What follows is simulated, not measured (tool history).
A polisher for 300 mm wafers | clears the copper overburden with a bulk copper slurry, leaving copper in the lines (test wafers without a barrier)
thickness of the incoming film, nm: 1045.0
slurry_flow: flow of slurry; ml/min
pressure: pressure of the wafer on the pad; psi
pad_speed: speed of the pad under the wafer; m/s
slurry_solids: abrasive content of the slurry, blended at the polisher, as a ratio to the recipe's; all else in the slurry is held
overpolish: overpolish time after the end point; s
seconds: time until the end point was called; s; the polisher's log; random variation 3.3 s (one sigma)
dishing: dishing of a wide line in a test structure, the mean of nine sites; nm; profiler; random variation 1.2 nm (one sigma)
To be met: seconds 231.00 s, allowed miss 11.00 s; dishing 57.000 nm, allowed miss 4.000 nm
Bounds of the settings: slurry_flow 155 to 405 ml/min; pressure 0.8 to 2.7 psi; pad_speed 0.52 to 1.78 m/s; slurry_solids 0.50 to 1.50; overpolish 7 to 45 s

run,hour,slurry_flow,pressure,pad_speed,slurry_solids,overpolish,seconds,dishing
1,0.0,260,1.7,1.14,1.00,23,162.90,71.708
2,5.5,260,1.7,0.92,1.00,23,200.12,67.845
3,12.5,260,1.7,0.92,1.00,17,195.77,54.052
4,14.8,260,2.1,0.92,1.00,17,163.21,64.389
5,22.3,260,1.9,0.90,1.00,18,183.36,58.723
6,30.5,260,1.9,0.90,1.20,18,172.12,61.461
7,34.1,260,1.8,0.88,1.20,19,186.13,60.117
8,38.2,260,1.7,0.88,1.20,20,200.52,59.350

Which of these 5 next moves meets every target?
A,42.3,265,1.8,1.00,1.15,17,?,?
B,42.3,320,2.0,0.82,1.10,15,?,?
C,42.3,245,2.2,0.72,1.10,19,?,?
D,42.3,240,1.7,0.76,1.25,22,?,?
E,42.3,270,1.6,1.02,1.10,18,?,?

move,seconds,dishing
A,168.58,59.976
B,184.06,52.158
C,196.22,59.519
D,229.25,57.651
E,185.12,57.781
A: further off than the last run
B: further off than the last run
C: further off than the last run
D: meets every target
E: further off than the last run
Move D is the one to make.
